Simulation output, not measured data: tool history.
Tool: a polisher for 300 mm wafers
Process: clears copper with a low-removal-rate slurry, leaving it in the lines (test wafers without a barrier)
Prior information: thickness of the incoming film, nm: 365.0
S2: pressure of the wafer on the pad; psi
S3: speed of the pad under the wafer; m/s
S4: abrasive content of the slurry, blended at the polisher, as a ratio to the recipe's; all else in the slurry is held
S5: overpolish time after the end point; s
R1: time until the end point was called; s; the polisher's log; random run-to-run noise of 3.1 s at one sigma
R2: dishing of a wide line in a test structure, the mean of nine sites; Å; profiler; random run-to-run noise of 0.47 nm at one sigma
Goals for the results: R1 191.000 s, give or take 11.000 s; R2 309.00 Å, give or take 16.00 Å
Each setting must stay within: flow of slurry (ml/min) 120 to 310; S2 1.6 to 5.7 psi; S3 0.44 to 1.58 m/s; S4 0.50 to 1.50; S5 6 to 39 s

run 1 hour=0.0 | flow_of_slurry_(ml/min)=200 S2=3.6 S3=1.00 S4=1.00 S5=20 | R1=105.080 R2=403.30
run 2 hour=0.8 | flow_of_slurry_(ml/min)=200 S2=4.1 S3=1.00 S4=1.00 S5=20 | R1=95.194 R2=445.30
run 3 hour=1.5 | flow_of_slurry_(ml/min)=200 S2=3.6 S3=1.00 S4=1.00 S5=20 | R1=106.570 R2=405.50
run 4 hour=9.2 | flow_of_slurry_(ml/min)=200 S2=3.1 S3=0.98 S4=1.00 S5=21 | R1=125.500 R2=367.45
run 5 hour=10.2 | flow_of_slurry_(ml/min)=200 S2=2.8 S3=0.98 S4=1.00 S5=22 | R1=140.040 R2=357.51
run 6 hour=14.1 | flow_of_slurry_(ml/min)=200 S2=2.8 S3=0.98 S4=1.20 S5=22 | R1=131.110 R2=363.77
run 7 hour=21.9 | flow_of_slurry_(ml/min)=200 S2=2.5 S3=0.98 S4=1.20 S5=23 | R1=146.430 R2=334.95
run 8 hour=24.6 | flow_of_slurry_(ml/min)=195 S2=2.3 S3=0.98 S4=1.20 S5=24 | R1=160.190 R2=321.75
run 9 hour=29.3 | flow_of_slurry_(ml/min)=175 S2=1.8 S3=0.96 S4=1.20 S5=27 | R1=209.190 R2=284.58
run 10 hour=32.3 | flow_of_slurry_(ml/min)=180 S2=1.8 S3=0.96 S4=1.20 S5=27 | R1=212.020 R2=283.63
run 11 hour=41.0 | flow_of_slurry_(ml/min)=180 S2=2.2 S3=0.96 S4=1.20 S5=27 | R1=174.110 R2=333.32
run 12 hour=46.2 | flow_of_slurry_(ml/min)=170 S2=2.2 S3=0.96 S4=1.20 S5=27 | R1=173.300 R2=336.33
run 13 hour=54.1 | flow_of_slurry_(ml/min)=170 S2=2.2 S3=0.96 S4=1.20 S5=27 | R1=177.870 R2=337.96

Which one of the following 5 next-run settings gets every result inside its allowed miss? There is exactly one.
run A hour=62.0 | flow_of_slurry_(ml/min)=180 S2=2.0 S3=1.00 S4=1.20 S5=35 | R1=? R2=?
run B hour=62.0 | flow_of_slurry_(ml/min)=200 S2=1.8 S3=1.06 S4=1.10 S5=28 | R1=? R2=?
run C hour=62.0 | flow_of_slurry_(ml/min)=230 S2=2.1 S3=1.10 S4=0.95 S5=30 | R1=? R2=?
run D hour=62.0 | flow_of_slurry_(ml/min)=205 S2=2.4 S3=0.90 S4=1.25 S5=32 | R1=? R2=?
run E hour=62.0 | flow_of_slurry_(ml/min)=120 S2=2.4 S3=0.80 S4=1.30 S5=36 | R1=? R2=?

move=A R1=180.740 R2=376.66
move=B R1=190.900 R2=304.46
move=C R1=161.360 R2=368.02
move=D R1=159.780 R2=393.51
move=E R1=191.570 R2=376.04
A: misses by more than the last run did
B: in spec on every target
C: misses by more than the last run did
D: misses by more than the last run did
E: misses by more than the last run did
Answer: B

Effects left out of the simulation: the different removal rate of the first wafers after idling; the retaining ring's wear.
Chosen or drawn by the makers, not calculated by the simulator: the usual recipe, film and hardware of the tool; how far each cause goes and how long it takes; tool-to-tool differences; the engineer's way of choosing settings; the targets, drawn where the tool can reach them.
